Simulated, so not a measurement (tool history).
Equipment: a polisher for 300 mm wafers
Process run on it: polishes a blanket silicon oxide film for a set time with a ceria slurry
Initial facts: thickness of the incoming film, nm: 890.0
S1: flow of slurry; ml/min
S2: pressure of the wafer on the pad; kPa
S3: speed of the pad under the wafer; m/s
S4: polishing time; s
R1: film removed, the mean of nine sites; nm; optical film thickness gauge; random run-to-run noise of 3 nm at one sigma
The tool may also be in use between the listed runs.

run 1 hour=0 | S1=220 S2=24.1 S3=1.12 S4=27 | R1=145.04
run 2 hour=1 | S1=240 S2=24.1 S3=1.12 S4=27 | R1=152.42
run 3 hour=8.4 | S1=245 S2=24.8 S3=1.12 S4=27 | R1=156.78
run 4 hour=14.3 | S1=285 S2=24.8 S3=1.12 S4=27 | R1=155.64
run 5 hour=20.6 | S1=285 S2=21.4 S3=1.12 S4=27 | R1=138.62
run 6 hour=26.3 | S1=285 S2=21.4 S3=1.12 S4=25 | R1=126.06

Forecast run 7:
run 7 hour=27.8 | S1=285 S2=22.8 S3=1.12 S4=25 | R1=?

For run 7 the tool returned R1 132.3 nm.

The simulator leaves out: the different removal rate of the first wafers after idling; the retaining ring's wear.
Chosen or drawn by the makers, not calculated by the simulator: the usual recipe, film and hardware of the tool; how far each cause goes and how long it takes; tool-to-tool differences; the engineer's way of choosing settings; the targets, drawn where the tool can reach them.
